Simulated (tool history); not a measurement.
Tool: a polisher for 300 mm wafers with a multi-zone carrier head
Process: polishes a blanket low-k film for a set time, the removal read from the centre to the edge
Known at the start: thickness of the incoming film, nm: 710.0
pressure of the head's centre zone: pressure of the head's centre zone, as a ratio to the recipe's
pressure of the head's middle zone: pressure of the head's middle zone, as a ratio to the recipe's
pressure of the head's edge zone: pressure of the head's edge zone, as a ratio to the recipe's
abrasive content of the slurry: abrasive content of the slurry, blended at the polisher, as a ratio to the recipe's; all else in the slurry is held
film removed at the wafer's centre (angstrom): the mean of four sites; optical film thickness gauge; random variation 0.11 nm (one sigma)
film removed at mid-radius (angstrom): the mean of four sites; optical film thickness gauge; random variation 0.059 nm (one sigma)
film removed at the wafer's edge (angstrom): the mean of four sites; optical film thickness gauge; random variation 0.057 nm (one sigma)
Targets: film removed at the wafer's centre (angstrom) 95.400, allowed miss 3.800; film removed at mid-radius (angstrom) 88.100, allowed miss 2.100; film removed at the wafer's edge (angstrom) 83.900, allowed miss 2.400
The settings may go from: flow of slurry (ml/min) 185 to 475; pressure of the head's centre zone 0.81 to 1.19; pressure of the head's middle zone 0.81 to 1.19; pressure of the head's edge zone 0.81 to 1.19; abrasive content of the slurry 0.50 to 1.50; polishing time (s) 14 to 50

run	hour	flow of slurry (ml/min)	pressure of the head's centre zone	pressure of the head's middle zone	pressure of the head's edge zone	abrasive content of the slurry	polishing time (s)	film removed at the wafer's centre (angstrom)	film removed at mid-radius (angstrom)	film removed at the wafer's edge (angstrom)
1	0.0	305	1.00	1.00	1.00	1.00	32	112.640	106.520	106.670
2	7.4	305	1.00	1.00	1.00	1.20	32	120.550	113.500	116.090
3	16.1	305	1.00	0.92	1.00	1.20	32	118.280	107.360	117.280
4	18.0	305	1.00	0.92	0.96	1.20	32	119.600	106.940	115.310
5	20.7	305	0.99	0.93	0.93	1.05	32	113.330	102.180	107.220
6	28.9	305	0.98	0.94	0.91	0.90	32	102.330	96.729	99.137
7	33.8	300	0.99	0.95	0.89	0.80	32	97.507	90.525	92.897
8	41.1	290	1.00	0.97	0.87	0.80	32	97.835	92.858	92.097
9	49.0	285	1.05	0.97	0.81	0.65	32	93.620	82.218	80.906
10	51.6	285	1.05	0.97	0.81	0.65	32	92.170	81.182	80.997
11	58.5	305	1.05	0.99	0.82	0.65	32	93.898	83.340	81.915

5 next moves are on the table. One of them brings every result within its allowed miss. Which?
A	65.4	310	1.04	1.18	0.81	0.55	34	?	?	?
B	65.4	340	0.96	1.12	0.81	0.80	28	?	?	?
C	65.4	250	0.95	1.02	0.84	0.60	35	?	?	?
D	65.4	260	0.98	1.10	0.81	0.60	35	?	?	?
E	65.4	210	1.06	1.02	0.81	0.60	36	?	?	?

move	film removed at the wafer's centre (angstrom)	film removed at mid-radius (angstrom)	film removed at the wafer's edge (angstrom)
A	90.062	94.280	79.500
B	84.849	92.189	81.036
C	86.482	88.350	85.446
D	89.790	94.445	84.882
E	96.513	88.512	85.408
A: takes the result that was furthest off past its target
B: takes the result that was furthest off past its target
C: brings the result that was furthest off to its target, and leaves another outside
D: takes the result that was furthest off past its target
E: meets every target
The right move is E.
